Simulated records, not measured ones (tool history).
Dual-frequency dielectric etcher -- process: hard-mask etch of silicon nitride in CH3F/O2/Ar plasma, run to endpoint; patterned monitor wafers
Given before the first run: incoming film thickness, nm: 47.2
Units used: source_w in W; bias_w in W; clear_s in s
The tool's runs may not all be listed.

run,day,source_w,bias_w,clear_s
1,0.000,400,84,65.494
2,0.171,370,84,67.131
3,0.425,340,84,69.324
4,0.450,340,70,76.055
5,0.575,320,67,79.717
6,0.708,360,67,75.102

Run 7 has not been measured yet. What should we expect?
7,1.012,330,66,?

Run 7 produced clear_s 78.480 s.
